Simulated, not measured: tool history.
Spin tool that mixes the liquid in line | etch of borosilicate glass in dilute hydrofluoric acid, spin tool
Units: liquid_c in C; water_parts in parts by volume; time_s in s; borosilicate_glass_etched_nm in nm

run 1 hour=0.0 | liquid_c=21.0 water_parts=65 time_s=50 | borosilicate_glass_etched_nm=12.7880
run 2 hour=8.0 | liquid_c=20.0 water_parts=70 time_s=50 | borosilicate_glass_etched_nm=11.2910
run 3 hour=13.1 | liquid_c=19.0 water_parts=75 time_s=50 | borosilicate_glass_etched_nm=10.0120
run 4 hour=20.4 | liquid_c=20.5 water_parts=75 time_s=50 | borosilicate_glass_etched_nm=10.5950
run 5 hour=27.2 | liquid_c=20.5 water_parts=75 time_s=40 | borosilicate_glass_etched_nm=8.5010
run 6 hour=30.0 | liquid_c=18.0 water_parts=75 time_s=40 | borosilicate_glass_etched_nm=7.6560
run 7 hour=36.7 | liquid_c=17.5 water_parts=75 time_s=40 | borosilicate_glass_etched_nm=7.5148
run 8 hour=41.1 | liquid_c=17.0 water_parts=75 time_s=40 | borosilicate_glass_etched_nm=7.3435
run 9 hour=49.4 | liquid_c=17.0 water_parts=75 time_s=40 | borosilicate_glass_etched_nm=7.2944

Run 10 comes next. What will it give?
run 10 hour=54.0 | liquid_c=17.5 water_parts=75 time_s=40 | borosilicate_glass_etched_nm=?

Run 10 gave borosilicate_glass_etched_nm 7.4761 nm.
